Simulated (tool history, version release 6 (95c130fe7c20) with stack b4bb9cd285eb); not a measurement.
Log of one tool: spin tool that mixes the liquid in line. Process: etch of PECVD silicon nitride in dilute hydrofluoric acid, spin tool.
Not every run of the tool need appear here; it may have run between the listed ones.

run	hour	temperature setpoint of the liquid (K)	parts of water to one part of 49 % hydrofluoric acid (parts by volume)	time under the liquid (s)	thickness taken off the PECVD silicon nitride on a monitor wafer (nm)
1	0.0	298.15	155	305	3.5570
2	0.9	298.15	105	305	5.3505
3	8.8	298.15	105	305	5.5416
4	15.2	301.15	105	305	6.5337
5	20.4	301.15	105	325	6.8811
6	28.2	299.15	105	325	6.0278
7	34.3	297.15	120	325	4.4943
8	40.2	293.15	145	325	2.9514
9	48.0	292.65	150	325	2.7631
10	53.6	292.15	150	325	2.7190

Run 11 has not been measured yet. What should we expect?
11	54.7	291.65	150	325	?

{"run 11": {"thickness taken off the PECVD silicon nitride on a monitor wafer (nm)": 2.549}}
